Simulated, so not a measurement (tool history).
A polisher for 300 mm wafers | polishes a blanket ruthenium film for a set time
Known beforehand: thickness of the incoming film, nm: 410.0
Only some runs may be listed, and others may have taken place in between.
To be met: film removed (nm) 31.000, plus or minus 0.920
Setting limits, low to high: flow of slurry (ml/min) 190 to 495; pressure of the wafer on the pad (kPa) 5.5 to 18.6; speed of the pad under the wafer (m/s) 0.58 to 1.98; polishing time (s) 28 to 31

run    day  flow of slurry (ml/min)  pressure of the wafer on the pad (kPa)  speed of the pad under the wafer (m/s)  polishing time (s)  film removed (nm)
  1  0.000                      320                                    11.7                                    1.28                  31             45.351
  2  0.292                      320                                     9.7                                    1.28                  31             38.590
  3  0.617                      320                                     9.0                                    1.28                  31             35.675
  4  0.821                      320                                     9.0                                    1.28                  31             35.035
  5  0.967                      320                                     9.0                                    1.48                  31             39.539
  6  1.225                      320                                     9.0                                    1.26                  31             34.910
  7  1.496                      320                                     8.3                                    1.26                  31             32.390
  8  1.567                      320                                     7.6                                    1.26                  31             29.908

Of the 5 settings listed for the next run, only one would bring every result within its allowed miss of target. Which one?
  A  1.638                      400                                     7.6                                    1.26                  30                  ?
  B  1.638                      325                                     8.3                                    1.32                  31                  ?
  C  1.638                      275                                    10.3                                    1.06                  31                  ?
  D  1.638                      385                                     9.7                                    0.92                  31                  ?
  E  1.638                      195                                     6.9                                    1.62                  30                  ?

move  film removed (nm)
   A             29.017
   B             33.440
   C             33.400
   D             28.394
   E             30.838
A: moves away from the targets compared with the last run
B: takes the result that was furthest off past its target
C: takes the result that was furthest off past its target
D: moves away from the targets compared with the last run
E: meets every target
The right move is E.
